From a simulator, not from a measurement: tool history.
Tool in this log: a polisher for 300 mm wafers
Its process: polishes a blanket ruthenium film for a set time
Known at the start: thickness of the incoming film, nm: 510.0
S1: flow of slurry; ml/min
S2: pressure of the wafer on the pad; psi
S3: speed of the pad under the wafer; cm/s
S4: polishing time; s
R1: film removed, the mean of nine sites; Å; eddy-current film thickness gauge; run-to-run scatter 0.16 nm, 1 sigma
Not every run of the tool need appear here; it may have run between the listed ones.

| run | hour | S1 | S2 | S3 | S4 | R1 |
|---|---|---|---|---|---|---|
| 1 | 0.0 | 240 | 1.5 | 106 | 28 | 247.36 |
| 2 | 8.0 | 285 | 1.5 | 106 | 28 | 252.04 |
| 3 | 12.0 | 245 | 1.5 | 106 | 28 | 250.55 |
| 4 | 14.1 | 245 | 1.5 | 130 | 28 | 300.18 |
| 5 | 21.2 | 290 | 1.5 | 130 | 28 | 311.12 |
| 6 | 22.1 | 285 | 1.3 | 128 | 28 | 263.12 |
| 7 | 28.5 | 285 | 1.2 | 126 | 28 | 244.36 |

Run 8 is up next; what results do you expect?
| 8 | 33.5 | 285 | 1.1 | 124 | 28 | ? |

{"run 8": {"R1": 215.86}}

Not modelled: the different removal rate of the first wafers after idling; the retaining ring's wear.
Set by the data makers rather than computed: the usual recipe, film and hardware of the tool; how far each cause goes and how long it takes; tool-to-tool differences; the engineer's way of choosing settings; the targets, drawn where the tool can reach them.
